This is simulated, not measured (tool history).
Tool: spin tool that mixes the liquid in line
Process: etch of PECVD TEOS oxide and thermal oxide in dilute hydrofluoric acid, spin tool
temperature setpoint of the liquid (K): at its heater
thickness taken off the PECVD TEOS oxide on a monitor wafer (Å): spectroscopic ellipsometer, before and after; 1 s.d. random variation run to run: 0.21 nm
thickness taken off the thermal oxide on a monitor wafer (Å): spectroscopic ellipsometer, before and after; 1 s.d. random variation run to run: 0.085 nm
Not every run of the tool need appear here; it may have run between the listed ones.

| run | hour | temperature setpoint of the liquid (K) | parts of water to one part of 49 % hydrofluoric acid (parts by volume) | time under the liquid (s) | thickness taken off the PECVD TEOS oxide on a monitor wafer (Å) | thickness taken off the thermal oxide on a monitor wafer (Å) |
|---|---|---|---|---|---|---|
| 1 | 0.0 | 293.15 | 50 | 30 | 105.890 | 24.430 |
| 2 | 4.9 | 295.15 | 45 | 30 | 128.750 | 29.136 |
| 3 | 9.7 | 296.15 | 40 | 30 | 153.740 | 34.558 |
| 4 | 12.0 | 296.15 | 40 | 20 | 100.530 | 23.240 |
| 5 | 15.0 | 296.15 | 45 | 20 | 89.612 | 20.871 |
| 6 | 16.0 | 297.15 | 40 | 20 | 106.000 | 24.157 |
| 7 | 24.8 | 297.65 | 35 | 20 | 123.370 | 28.473 |
| 8 | 32.7 | 298.65 | 30 | 20 | 151.560 | 35.355 |
| 9 | 34.2 | 301.15 | 20 | 25 | 320.200 | 72.083 |
| 10 | 42.3 | 300.65 | 20 | 25 | 311.420 | 71.227 |
| 11 | 51.3 | 300.15 | 20 | 25 | 307.170 | 71.336 |
| 12 | 56.4 | 299.65 | 20 | 25 | 302.040 | 69.849 |

The next listed run, before its measurement:
| 13 | 60.0 | 299.15 | 20 | 25 | ? | ? |

{"run 13": {"thickness taken off the PECVD TEOS oxide on a monitor wafer (Å)": 296.7, "thickness taken off the thermal oxide on a monitor wafer (Å)": 67.141}}

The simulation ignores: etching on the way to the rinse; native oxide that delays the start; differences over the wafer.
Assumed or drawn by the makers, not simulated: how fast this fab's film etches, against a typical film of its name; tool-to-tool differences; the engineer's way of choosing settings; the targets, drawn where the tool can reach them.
